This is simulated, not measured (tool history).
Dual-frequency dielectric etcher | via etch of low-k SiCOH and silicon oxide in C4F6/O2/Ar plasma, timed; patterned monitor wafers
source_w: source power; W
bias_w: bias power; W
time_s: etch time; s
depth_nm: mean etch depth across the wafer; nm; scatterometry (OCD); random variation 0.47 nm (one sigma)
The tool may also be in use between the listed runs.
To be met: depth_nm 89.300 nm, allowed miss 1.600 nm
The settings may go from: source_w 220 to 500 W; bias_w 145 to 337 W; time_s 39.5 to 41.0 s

run,hour,source_w,bias_w,time_s,depth_nm
1,0.0,360,241,39.5,102.250
2,1.6,400,241,39.5,105.600
3,6.5,400,241,39.5,107.140
4,7.6,440,241,39.5,112.540
5,12.4,490,241,39.5,118.570
6,13.4,500,241,39.5,118.140
7,21.3,430,232,39.5,109.000
8,22.3,380,227,39.5,101.670
9,30.9,350,224,39.5,97.541
10,34.8,280,216,39.5,86.287

Which of these 4 next moves meets every target?
A,38.7,290,226,39.5,?
B,38.7,260,231,39.5,?
C,38.7,300,220,40.5,?
D,38.7,270,190,40.5,?

move,depth_nm
A,90.022
B,85.645
C,93.125
D,84.350
A: meets every target
B: further off than the last run
C: takes the result that was furthest off past its target
D: further off than the last run
The right move is A.

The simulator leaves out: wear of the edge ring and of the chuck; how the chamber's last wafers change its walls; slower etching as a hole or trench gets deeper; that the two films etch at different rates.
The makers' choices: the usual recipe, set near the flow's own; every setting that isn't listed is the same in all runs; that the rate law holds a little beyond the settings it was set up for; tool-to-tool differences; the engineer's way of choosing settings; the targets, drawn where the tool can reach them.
